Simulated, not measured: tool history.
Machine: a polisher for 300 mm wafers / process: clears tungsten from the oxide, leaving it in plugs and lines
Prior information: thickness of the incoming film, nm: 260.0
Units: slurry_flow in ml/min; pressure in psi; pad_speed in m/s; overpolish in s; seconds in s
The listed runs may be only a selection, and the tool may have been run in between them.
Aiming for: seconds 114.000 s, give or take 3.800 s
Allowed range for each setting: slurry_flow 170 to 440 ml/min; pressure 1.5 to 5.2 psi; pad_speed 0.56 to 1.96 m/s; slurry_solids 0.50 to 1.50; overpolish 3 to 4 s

Run 1, hour 0.0: slurry_flow 280 ml/min, pressure 3.3 psi, pad_speed 1.26 m/s, slurry_solids 1.00, overpolish 4 s. Result: seconds 61.377 s.
Run 2, hour 5.7: slurry_flow 320 ml/min, pressure 3.3 psi, pad_speed 1.26 m/s, slurry_solids 1.00, overpolish 4 s. Result: seconds 60.794 s.
Run 3, hour 14.4: slurry_flow 385 ml/min, pressure 3.3 psi, pad_speed 1.26 m/s, slurry_solids 1.00, overpolish 4 s. Result: seconds 59.325 s.
Run 4, hour 16.8: slurry_flow 385 ml/min, pressure 3.0 psi, pad_speed 1.24 m/s, slurry_solids 1.00, overpolish 4 s. Result: seconds 65.408 s.
Run 5, hour 23.2: slurry_flow 385 ml/min, pressure 2.7 psi, pad_speed 1.22 m/s, slurry_solids 1.00, overpolish 4 s. Result: seconds 74.719 s.
Run 6, hour 28.9: slurry_flow 385 ml/min, pressure 2.5 psi, pad_speed 1.22 m/s, slurry_solids 1.00, overpolish 4 s. Result: seconds 79.663 s.
Run 7, hour 31.5: slurry_flow 385 ml/min, pressure 2.3 psi, pad_speed 1.22 m/s, slurry_solids 1.00, overpolish 4 s. Result: seconds 86.428 s.
Run 8, hour 38.6: slurry_flow 380 ml/min, pressure 2.2 psi, pad_speed 1.22 m/s, slurry_solids 1.00, overpolish 4 s. Result: seconds 91.533 s.
Run 9, hour 43.6: slurry_flow 370 ml/min, pressure 2.1 psi, pad_speed 1.22 m/s, slurry_solids 1.00, overpolish 4 s. Result: seconds 96.031 s.
Run 10, hour 47.0: slurry_flow 355 ml/min, pressure 2.0 psi, pad_speed 1.22 m/s, slurry_solids 1.00, overpolish 4 s. Result: seconds 101.380 s.
Run 11, hour 50.1: slurry_flow 345 ml/min, pressure 2.0 psi, pad_speed 1.22 m/s, slurry_solids 1.00, overpolish 4 s. Result: seconds 101.310 s.
Run 12, hour 57.4: slurry_flow 335 ml/min, pressure 2.0 psi, pad_speed 1.22 m/s, slurry_solids 1.00, overpolish 4 s. Result: seconds 99.820 s.
Run 13, hour 65.5: slurry_flow 330 ml/min, pressure 1.9 psi, pad_speed 1.22 m/s, slurry_solids 1.00, overpolish 4 s. Result: seconds 104.080 s.
Run 14, hour 66.9: slurry_flow 325 ml/min, pressure 1.9 psi, pad_speed 1.22 m/s, slurry_solids 1.00, overpolish 4 s. Result: seconds 106.190 s.
Run 15, hour 68.3: slurry_flow 320 ml/min, pressure 1.9 psi, pad_speed 1.22 m/s, slurry_solids 1.00, overpolish 4 s. Result: seconds 106.360 s.
Run 16, hour 73.6: slurry_flow 315 ml/min, pressure 1.9 psi, pad_speed 1.22 m/s, slurry_solids 1.00, overpolish 4 s. Result: seconds 106.730 s.
Run 17, hour 80.8: slurry_flow 310 ml/min, pressure 1.7 psi, pad_speed 1.22 m/s, slurry_solids 1.00, overpolish 4 s. Result: seconds 118.040 s.

Which of these 4 next moves meets every target?
Run A, hour 88.0: slurry_flow 255 ml/min, pressure 2.2 psi, pad_speed 0.96 m/s, slurry_solids 0.85, overpolish 3 s. Result: seconds ?.
Run B, hour 88.0: slurry_flow 290 ml/min, pressure 1.5 psi, pad_speed 1.24 m/s, slurry_solids 1.00, overpolish 3 s. Result: seconds ?.
Run C, hour 88.0: slurry_flow 305 ml/min, pressure 1.7 psi, pad_speed 1.14 m/s, slurry_solids 0.90, overpolish 4 s. Result: seconds ?.
Run D, hour 88.0: slurry_flow 325 ml/min, pressure 2.0 psi, pad_speed 1.06 m/s, slurry_solids 1.00, overpolish 4 s. Result: seconds ?.

move  seconds
   A  121.210
   B  128.300
   C  126.730
   D  112.580
A: the biggest miss grows against the last run
B: the biggest miss grows against the last run
C: the biggest miss grows against the last run
D: every result lands within tolerance
Go with D: it meets all targets.

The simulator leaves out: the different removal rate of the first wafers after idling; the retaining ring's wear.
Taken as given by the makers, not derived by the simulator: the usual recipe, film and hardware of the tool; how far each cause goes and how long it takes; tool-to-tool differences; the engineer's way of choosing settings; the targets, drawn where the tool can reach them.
